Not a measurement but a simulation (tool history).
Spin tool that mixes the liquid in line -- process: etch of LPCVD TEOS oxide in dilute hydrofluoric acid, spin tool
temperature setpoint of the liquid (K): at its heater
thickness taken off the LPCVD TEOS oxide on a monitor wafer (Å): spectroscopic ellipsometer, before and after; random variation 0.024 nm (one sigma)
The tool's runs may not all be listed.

run,hour,temperature setpoint of the liquid (K),parts of water to one part of 49 % hydrofluoric acid (parts by volume),time under the liquid (s),thickness taken off the LPCVD TEOS oxide on a monitor wafer (Å)
1,0,297.15,265,15,31.508
2,7.7,297.15,265,15,31.679
3,10.2,298.15,265,15,33.005
4,15.1,298.15,265,15,32.89
5,17,298.65,265,15,33.525
6,20.6,298.65,265,15,33.45
7,28.9,299.15,265,15,34.22
8,36.4,299.65,265,15,34.577

Run 9, settings as shown, results not yet in. Your forecast:
9,45.3,300.15,265,15,?

{"run 9": {"thickness taken off the LPCVD TEOS oxide on a monitor wafer (Å)": 35.08}}
